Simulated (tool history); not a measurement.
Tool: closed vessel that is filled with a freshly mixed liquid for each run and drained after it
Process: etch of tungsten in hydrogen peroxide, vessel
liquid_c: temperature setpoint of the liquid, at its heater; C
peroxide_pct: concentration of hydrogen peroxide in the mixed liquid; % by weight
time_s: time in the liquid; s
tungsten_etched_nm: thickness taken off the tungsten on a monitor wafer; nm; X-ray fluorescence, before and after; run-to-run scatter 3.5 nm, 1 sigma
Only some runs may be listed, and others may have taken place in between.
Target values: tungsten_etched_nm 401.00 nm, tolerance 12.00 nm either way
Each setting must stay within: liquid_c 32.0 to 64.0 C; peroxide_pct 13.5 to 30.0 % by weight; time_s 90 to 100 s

| run | hour | liquid_c | peroxide_pct | time_s | tungsten_etched_nm |
|---|---|---|---|---|---|
| 1 | 0.0 | 48.0 | 25.5 | 90 | 243.37 |
| 2 | 7.0 | 49.0 | 25.5 | 90 | 261.83 |
| 3 | 15.6 | 49.0 | 29.0 | 90 | 281.69 |
| 4 | 20.4 | 53.5 | 29.0 | 90 | 368.24 |
| 5 | 23.6 | 53.5 | 25.0 | 90 | 340.07 |
| 6 | 25.9 | 53.5 | 28.5 | 90 | 359.02 |
| 7 | 34.7 | 54.5 | 28.5 | 90 | 387.24 |
| 8 | 36.8 | 54.5 | 28.5 | 90 | 384.65 |

Below are 4 possible settings for the next run. Only one of them brings all results inside the allowed miss of their targets. Which is it?
| A | 38.9 | 54.0 | 29.5 | 95 | ? |
| B | 38.9 | 56.0 | 30.0 | 90 | ? |
| C | 38.9 | 56.0 | 26.5 | 95 | ? |
| D | 38.9 | 54.0 | 30.0 | 100 | ? |

| move | tungsten_etched_nm |
|---|---|
| A | 399.55 |
| B | 429.75 |
| C | 426.35 |
| D | 424.13 |
A: all results in spec
B: takes the biggest miss from the last run beyond its target
C: takes the biggest miss from the last run beyond its target
D: takes the biggest miss from the last run beyond its target
Correct choice: A, which meets every target

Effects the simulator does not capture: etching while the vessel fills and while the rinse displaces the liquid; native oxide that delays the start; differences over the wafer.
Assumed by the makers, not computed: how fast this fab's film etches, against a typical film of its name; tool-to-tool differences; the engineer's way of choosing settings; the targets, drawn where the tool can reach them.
